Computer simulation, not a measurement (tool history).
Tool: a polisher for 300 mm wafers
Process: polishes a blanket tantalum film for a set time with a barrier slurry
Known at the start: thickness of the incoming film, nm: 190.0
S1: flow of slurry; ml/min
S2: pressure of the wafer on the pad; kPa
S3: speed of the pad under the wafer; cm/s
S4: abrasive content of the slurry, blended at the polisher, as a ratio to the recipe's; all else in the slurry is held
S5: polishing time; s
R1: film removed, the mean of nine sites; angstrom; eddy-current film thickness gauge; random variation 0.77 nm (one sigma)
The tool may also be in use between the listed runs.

run,hour,S1,S2,S3,S4,S5,R1
1,0.0,310,12.4,82,1.00,71,851.90
2,2.5,310,11.7,82,1.00,71,826.54
3,6.3,310,11.7,82,1.15,71,842.34
4,15.3,310,11.0,82,1.15,71,783.16
5,17.8,310,11.0,82,1.00,71,749.05
# hour 22.1: slurry blender recalibrated
6,22.1,310,10.3,82,1.00,71,802.08
7,25.3,310,9.7,78,1.00,71,730.99

Forecast run 8:
8,31.7,310,6.2,76,1.00,71,?

{"run 8": {"R1": 525.75}}
